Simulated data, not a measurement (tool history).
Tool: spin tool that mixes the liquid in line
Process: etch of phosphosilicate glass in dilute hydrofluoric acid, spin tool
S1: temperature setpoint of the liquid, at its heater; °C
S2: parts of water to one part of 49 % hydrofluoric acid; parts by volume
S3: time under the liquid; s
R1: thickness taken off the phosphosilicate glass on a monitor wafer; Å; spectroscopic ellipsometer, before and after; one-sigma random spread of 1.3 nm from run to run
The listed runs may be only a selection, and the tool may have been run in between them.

{"run": 1, "day": 0.0, "S1": 24, "S2": 90, "S3": 45, "R1": 823.35}
{"run": 2, "day": 0.104, "S1": 24, "S2": 115, "S3": 45, "R1": 621.95}
{"run": 3, "day": 0.371, "S1": 24, "S2": 95, "S3": 45, "R1": 780.34}
{"run": 4, "day": 0.442, "S1": 25.5, "S2": 85, "S3": 45, "R1": 937.18}
{"run": 5, "day": 0.554, "S1": 27, "S2": 80, "S3": 45, "R1": 1049.7}
{"day": 0.771, "done": "hydrofluoric acid flow meter replaced"}
{"run": 6, "day": 0.771, "S1": 28, "S2": 75, "S3": 45, "R1": 1269.8}
{"run": 7, "day": 0.875, "S1": 29, "S2": 75, "S3": 45, "R1": 1298.4}
{"run": 8, "day": 1.142, "S1": 29.5, "S2": 75, "S3": 45, "R1": 1341.7}
{"run": 9, "day": 1.196, "S1": 32, "S2": 60, "S3": 45, "R1": 1881.3}
{"run": 10, "day": 1.379, "S1": 32, "S2": 60, "S3": 45, "R1": 1888}

Estimate the outcome of run 11 from the log above:
{"run": 11, "day": 1.562, "S1": 31.5, "S2": 60, "S3": 45, "R1": "?"}

{"run 11": {"R1": 1831.9}}
